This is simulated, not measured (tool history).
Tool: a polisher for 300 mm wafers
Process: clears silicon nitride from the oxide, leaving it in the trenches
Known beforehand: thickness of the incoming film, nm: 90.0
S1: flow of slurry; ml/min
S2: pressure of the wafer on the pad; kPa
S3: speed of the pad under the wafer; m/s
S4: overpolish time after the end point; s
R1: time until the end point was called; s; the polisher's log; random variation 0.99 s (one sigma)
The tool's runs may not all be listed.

run  hour   S1    S2    S3  S4      R1
  1     0  230  15.2   0.8  44  133.84
  2   4.3  230  15.2  0.66  44   161.4
  3  11.5  230  16.5  0.66  44  149.72
  4    13  230  17.9  0.66  44  138.75
  5    18  230  19.3  0.66  44  131.66
  6  26.7  230    20  0.66  44  128.83
  7  35.3  230  20.7  0.66  44  125.73
  8  43.2  230  21.4  0.66  44  122.04
  9  45.4  230  22.1  0.66  44  121.29

Run 10, settings as shown, results not yet in. Your forecast:
 10    49  230  22.8  0.66  44   ?

Logged for run 10: R1 116.41 s.
